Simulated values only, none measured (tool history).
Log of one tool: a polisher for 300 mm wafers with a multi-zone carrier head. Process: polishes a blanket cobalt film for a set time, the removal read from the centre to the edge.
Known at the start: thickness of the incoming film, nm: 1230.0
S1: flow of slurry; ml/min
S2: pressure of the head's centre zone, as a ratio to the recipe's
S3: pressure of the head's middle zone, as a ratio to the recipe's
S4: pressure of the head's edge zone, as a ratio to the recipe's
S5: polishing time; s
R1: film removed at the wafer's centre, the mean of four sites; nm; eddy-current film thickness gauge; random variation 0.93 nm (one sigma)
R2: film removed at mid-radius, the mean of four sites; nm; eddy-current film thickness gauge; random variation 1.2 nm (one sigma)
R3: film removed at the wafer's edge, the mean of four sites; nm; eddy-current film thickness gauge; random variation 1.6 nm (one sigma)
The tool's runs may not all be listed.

run  hour   S1    S2    S3    S4  S5      R1      R2      R3
  1     0  140     1     1     1  48  131.04  129.56  129.21
  2   2.2  140     1     1     1  59   162.3  159.21   160.2
  3   9.2  135  0.99  0.98  1.01  59  158.08  156.39  159.23
  4  10.7  135  0.99  0.95  1.01  59  160.77  154.13   157.6
  5  16.7  135  0.99  0.95  1.07  59  161.16  154.05  163.42
  6  24.1  135  0.99  0.95  1.07  64  173.64  165.57  180.42
  7  24.9  130  0.98  0.93  1.08  63   166.9  156.31  172.76
  8  29.1  125  0.97  0.92  1.08  63  163.96  153.81  170.74
  9  31.8  120  0.96  0.91  1.08  63  160.71  151.42  174.15
 10  39.3  115  0.95   0.9  1.06  63  156.75  149.32  169.64
 11  44.1  110  0.95  0.89  1.05  63  155.66   146.6  167.52

The next listed run, before its measurement:
 12  46.8  105  0.95  0.88  1.04  63   ?   ?   ?

R1: 152.39 nm
R2: 144.29 nm
R3: 167.14 nm
